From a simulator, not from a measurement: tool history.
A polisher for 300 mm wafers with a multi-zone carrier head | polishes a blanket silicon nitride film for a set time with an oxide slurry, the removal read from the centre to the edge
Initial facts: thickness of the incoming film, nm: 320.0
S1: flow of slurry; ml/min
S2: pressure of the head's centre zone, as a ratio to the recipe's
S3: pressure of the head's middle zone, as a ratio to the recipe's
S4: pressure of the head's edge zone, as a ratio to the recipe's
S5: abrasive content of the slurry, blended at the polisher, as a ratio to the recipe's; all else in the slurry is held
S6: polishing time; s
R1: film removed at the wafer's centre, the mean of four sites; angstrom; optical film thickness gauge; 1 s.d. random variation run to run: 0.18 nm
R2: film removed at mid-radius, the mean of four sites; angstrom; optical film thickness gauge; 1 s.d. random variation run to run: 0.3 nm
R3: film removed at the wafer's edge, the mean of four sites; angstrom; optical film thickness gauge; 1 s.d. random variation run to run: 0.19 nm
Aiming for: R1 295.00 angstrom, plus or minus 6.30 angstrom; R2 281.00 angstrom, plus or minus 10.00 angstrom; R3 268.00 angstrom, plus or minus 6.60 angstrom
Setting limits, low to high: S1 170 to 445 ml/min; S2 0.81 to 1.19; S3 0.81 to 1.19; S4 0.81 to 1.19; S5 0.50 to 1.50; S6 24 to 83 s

| run | hour | S1 | S2 | S3 | S4 | S5 | S6 | R1 | R2 | R3 |
|---|---|---|---|---|---|---|---|---|---|---|
| 1 | 0.0 | 285 | 1.00 | 1.00 | 1.00 | 1.00 | 53 | 240.76 | 239.08 | 225.26 |
| 2 | 0.6 | 285 | 1.00 | 1.00 | 1.00 | 1.10 | 53 | 260.56 | 253.65 | 238.54 |
| 3 | 1.7 | 295 | 1.01 | 1.01 | 1.03 | 1.10 | 53 | 260.68 | 255.86 | 245.32 |
| 4 | 10.1 | 295 | 1.01 | 1.01 | 1.03 | 1.20 | 53 | 273.77 | 264.20 | 252.69 |
| 5 | 15.6 | 305 | 1.02 | 1.02 | 1.04 | 1.20 | 53 | 278.76 | 270.49 | 253.83 |
| 6 | 17.3 | 315 | 1.02 | 1.02 | 1.05 | 1.20 | 53 | 279.24 | 266.80 | 258.57 |
| 7 | 26.0 | 325 | 1.03 | 1.03 | 1.05 | 1.20 | 53 | 279.89 | 272.16 | 255.94 |
| 8 | 28.1 | 325 | 1.04 | 1.03 | 1.06 | 1.20 | 53 | 282.07 | 274.05 | 261.55 |
| 9 | 29.5 | 380 | 1.07 | 1.04 | 1.07 | 1.20 | 53 | 296.97 | 279.70 | 260.83 |

Below are 4 possible settings for the next run. Only one of them brings all results inside the allowed miss of their targets. Which is it?
| A | 30.9 | 355 | 1.02 | 1.00 | 1.03 | 1.25 | 55 | ? | ? | ? |
| B | 30.9 | 380 | 1.11 | 1.06 | 0.99 | 1.20 | 51 | ? | ? | ? |
| C | 30.9 | 420 | 1.07 | 1.15 | 1.07 | 1.25 | 51 | ? | ? | ? |
| D | 30.9 | 395 | 1.03 | 0.95 | 0.91 | 1.05 | 62 | ? | ? | ? |

| move | R1 | R2 | R3 |
|---|---|---|---|
| A | 296.72 | 282.57 | 268.79 |
| B | 294.86 | 270.60 | 240.38 |
| C | 292.09 | 297.95 | 254.96 |
| D | 309.03 | 279.06 | 262.29 |
A: in spec on every target
B: lands further from the targets than the last run did
C: lands further from the targets than the last run did
D: the worst result of the last run now meets its target, but another is out of spec
The right move is A.
